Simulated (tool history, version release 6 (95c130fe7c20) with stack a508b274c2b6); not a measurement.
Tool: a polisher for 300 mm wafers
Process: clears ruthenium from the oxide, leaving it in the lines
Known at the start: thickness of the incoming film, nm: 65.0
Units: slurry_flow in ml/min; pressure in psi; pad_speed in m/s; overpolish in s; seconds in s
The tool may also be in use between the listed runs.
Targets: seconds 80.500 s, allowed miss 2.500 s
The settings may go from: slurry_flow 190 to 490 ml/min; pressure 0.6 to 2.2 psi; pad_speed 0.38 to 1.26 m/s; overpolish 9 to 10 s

Run 1, day 0.000: slurry_flow 315 ml/min, pressure 1.4 psi, pad_speed 0.82 m/s, overpolish 10 s. Result: seconds 118.190 s.
Run 2, day 0.038: slurry_flow 315 ml/min, pressure 1.5 psi, pad_speed 0.82 m/s, overpolish 10 s. Result: seconds 109.610 s.
Run 3, day 0.092: slurry_flow 265 ml/min, pressure 1.5 psi, pad_speed 0.82 m/s, overpolish 10 s. Result: seconds 111.500 s.
Run 4, day 0.279: slurry_flow 305 ml/min, pressure 1.5 psi, pad_speed 0.82 m/s, overpolish 10 s. Result: seconds 110.530 s.
Run 5, day 0.542: slurry_flow 305 ml/min, pressure 1.7 psi, pad_speed 0.82 m/s, overpolish 10 s. Result: seconds 96.425 s.
Run 6, day 0.767: slurry_flow 370 ml/min, pressure 1.7 psi, pad_speed 0.82 m/s, overpolish 10 s. Result: seconds 97.865 s.
Run 7, day 0.962: slurry_flow 370 ml/min, pressure 1.8 psi, pad_speed 0.82 m/s, overpolish 10 s. Result: seconds 92.604 s.
Run 8, day 1.271: slurry_flow 370 ml/min, pressure 1.9 psi, pad_speed 0.82 m/s, overpolish 10 s. Result: seconds 86.182 s.

4 next moves are on the table. One of them brings every result within its allowed miss. Which?
Run A, day 1.579: slurry_flow 320 ml/min, pressure 1.7 psi, pad_speed 0.76 m/s, overpolish 10 s. Result: seconds ?.
Run B, day 1.579: slurry_flow 325 ml/min, pressure 1.8 psi, pad_speed 0.76 m/s, overpolish 10 s. Result: seconds ?.
Run C, day 1.579: slurry_flow 365 ml/min, pressure 1.8 psi, pad_speed 0.86 m/s, overpolish 10 s. Result: seconds ?.
Run D, day 1.579: slurry_flow 375 ml/min, pressure 1.8 psi, pad_speed 0.94 m/s, overpolish 9 s. Result: seconds ?.

move  seconds
   A  104.060
   B   98.335
   C   87.140
   D   80.067
A: further off than the last run
B: further off than the last run
C: further off than the last run
D: meets every target
The right move is D.
